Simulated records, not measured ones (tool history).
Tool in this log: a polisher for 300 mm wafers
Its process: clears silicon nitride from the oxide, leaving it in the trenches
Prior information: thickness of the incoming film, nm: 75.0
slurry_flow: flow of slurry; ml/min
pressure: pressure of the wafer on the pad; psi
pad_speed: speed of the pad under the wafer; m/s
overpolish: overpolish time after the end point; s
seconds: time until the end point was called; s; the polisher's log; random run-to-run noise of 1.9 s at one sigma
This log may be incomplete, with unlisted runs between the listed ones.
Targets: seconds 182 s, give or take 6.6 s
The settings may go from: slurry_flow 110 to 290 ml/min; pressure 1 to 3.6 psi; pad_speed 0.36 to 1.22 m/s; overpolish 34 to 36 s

Run 1, hour 0: slurry_flow 185 ml/min, pressure 2.3 psi, pad_speed 0.78 m/s, overpolish 34 s. Result: seconds 147.94 s.
Run 2, hour 8.9: slurry_flow 185 ml/min, pressure 2.3 psi, pad_speed 0.78 m/s, overpolish 36 s. Result: seconds 151.77 s.
Run 3, hour 14.9: slurry_flow 185 ml/min, pressure 2.5 psi, pad_speed 0.78 m/s, overpolish 36 s. Result: seconds 138.94 s.
Run 4, hour 16.4: slurry_flow 185 ml/min, pressure 2.5 psi, pad_speed 0.64 m/s, overpolish 36 s. Result: seconds 153.55 s.
Run 5, hour 21.3: slurry_flow 185 ml/min, pressure 2.5 psi, pad_speed 0.64 m/s, overpolish 36 s. Result: seconds 153.28 s.
Run 6, hour 30: slurry_flow 210 ml/min, pressure 2.5 psi, pad_speed 0.64 m/s, overpolish 36 s. Result: seconds 150.51 s.
Run 7, hour 30.9: slurry_flow 205 ml/min, pressure 2.4 psi, pad_speed 0.64 m/s, overpolish 36 s. Result: seconds 160.32 s.
Run 8, hour 32.3: slurry_flow 205 ml/min, pressure 2.3 psi, pad_speed 0.64 m/s, overpolish 36 s. Result: seconds 166.09 s.

5 candidate next runs follow, results not yet known. Just one meets every target within its allowed miss. Identify it.
Run A, hour 33.7: slurry_flow 225 ml/min, pressure 2.5 psi, pad_speed 0.54 m/s, overpolish 36 s. Result: seconds ?.
Run B, hour 33.7: slurry_flow 235 ml/min, pressure 2.8 psi, pad_speed 0.54 m/s, overpolish 34 s. Result: seconds ?.
Run C, hour 33.7: slurry_flow 265 ml/min, pressure 2.7 psi, pad_speed 0.44 m/s, overpolish 36 s. Result: seconds ?.
Run D, hour 33.7: slurry_flow 235 ml/min, pressure 3.1 psi, pad_speed 0.48 m/s, overpolish 34 s. Result: seconds ?.
Run E, hour 33.7: slurry_flow 170 ml/min, pressure 2.3 psi, pad_speed 0.56 m/s, overpolish 34 s. Result: seconds ?.

move  seconds
   A   166.02
   B   147.91
   C   167.02
   D   141.95
   E   183.72
A: no nearer and no further than the last run
B: misses by more than the last run did
C: closes in on the targets versus the last run, not all within tolerance yet
D: misses by more than the last run did
E: each result inside its tolerance
Correct choice: E, which meets every target
